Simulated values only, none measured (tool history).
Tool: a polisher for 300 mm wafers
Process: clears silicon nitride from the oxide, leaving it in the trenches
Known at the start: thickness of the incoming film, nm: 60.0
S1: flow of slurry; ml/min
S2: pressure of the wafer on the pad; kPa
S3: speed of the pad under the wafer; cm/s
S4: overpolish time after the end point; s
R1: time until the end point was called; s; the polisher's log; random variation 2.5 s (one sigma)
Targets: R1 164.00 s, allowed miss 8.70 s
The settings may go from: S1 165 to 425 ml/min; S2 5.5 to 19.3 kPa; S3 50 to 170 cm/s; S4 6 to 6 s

{"run": 1, "hour": 0.0, "S1": 275, "S2": 12.4, "S3": 110, "S4": 6, "R1": 107.96}
{"run": 2, "hour": 8.5, "S1": 275, "S2": 11.0, "S3": 110, "S4": 6, "R1": 121.71}
{"run": 3, "hour": 11.5, "S1": 230, "S2": 11.0, "S3": 110, "S4": 6, "R1": 125.47}
{"run": 4, "hour": 20.3, "S1": 230, "S2": 10.3, "S3": 110, "S4": 6, "R1": 134.1}
{"run": 5, "hour": 27.6, "S1": 230, "S2": 9.7, "S3": 110, "S4": 6, "R1": 142.2}
{"run": 6, "hour": 35.2, "S1": 230, "S2": 11.7, "S3": 110, "S4": 6, "R1": 117.65}
{"run": 7, "hour": 41.7, "S1": 230, "S2": 11.0, "S3": 110, "S4": 6, "R1": 123.88}
{"run": 8, "hour": 49.5, "S1": 230, "S2": 7.6, "S3": 106, "S4": 6, "R1": 189.36}

Which of these 4 next moves meets every target?
{"run": "A", "hour": 57.3, "S1": 270, "S2": 6.9, "S3": 108, "S4": 6, "R1": "?"}
{"run": "B", "hour": 57.3, "S1": 180, "S2": 7.6, "S3": 88, "S4": 6, "R1": "?"}
{"run": "C", "hour": 57.3, "S1": 165, "S2": 8.3, "S3": 88, "S4": 6, "R1": "?"}
{"run": "D", "hour": 57.3, "S1": 245, "S2": 7.6, "S3": 118, "S4": 6, "R1": "?"}

move=A R1=195.84
move=B R1=225.25
move=C R1=208.89
move=D R1=165.37
A: further off than the last run
B: further off than the last run
C: further off than the last run
D: meets every target
Move D is the one to make.
